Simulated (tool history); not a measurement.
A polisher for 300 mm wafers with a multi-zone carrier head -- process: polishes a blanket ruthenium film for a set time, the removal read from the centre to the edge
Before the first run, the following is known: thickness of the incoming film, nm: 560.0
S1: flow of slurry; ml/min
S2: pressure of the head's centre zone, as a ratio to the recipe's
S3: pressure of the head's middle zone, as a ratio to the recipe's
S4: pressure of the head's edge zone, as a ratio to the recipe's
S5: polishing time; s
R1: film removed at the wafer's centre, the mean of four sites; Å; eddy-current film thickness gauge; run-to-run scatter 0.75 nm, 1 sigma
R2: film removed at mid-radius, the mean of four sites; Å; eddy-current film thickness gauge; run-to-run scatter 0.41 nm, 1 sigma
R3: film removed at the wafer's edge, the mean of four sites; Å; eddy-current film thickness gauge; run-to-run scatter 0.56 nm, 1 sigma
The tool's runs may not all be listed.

run  hour   S1    S2    S3    S4  S5      R1      R2      R3
  1   0.0  205  1.00  1.00  1.00  31  512.41  495.40  505.18
  2   2.3  220  1.05  1.03  1.00  31  539.78  520.98  509.77
  3  10.0  220  1.14  1.03  1.00  31  589.86  515.08  507.52
  4  11.1  235  1.15  1.04  1.00  31  593.81  529.41  511.66
  5  15.6  240  1.16  1.04  0.98  32  621.85  543.74  532.91
  6  16.7  235  1.17  1.05  0.95  32  610.05  538.58  519.54

For run 7, what comes out?
  7  18.3  245  1.18  1.06  0.97  32   ?   ?   ?

{"run 7": {"R1": 635.35, "R2": 558.12, "R3": 533.3}}
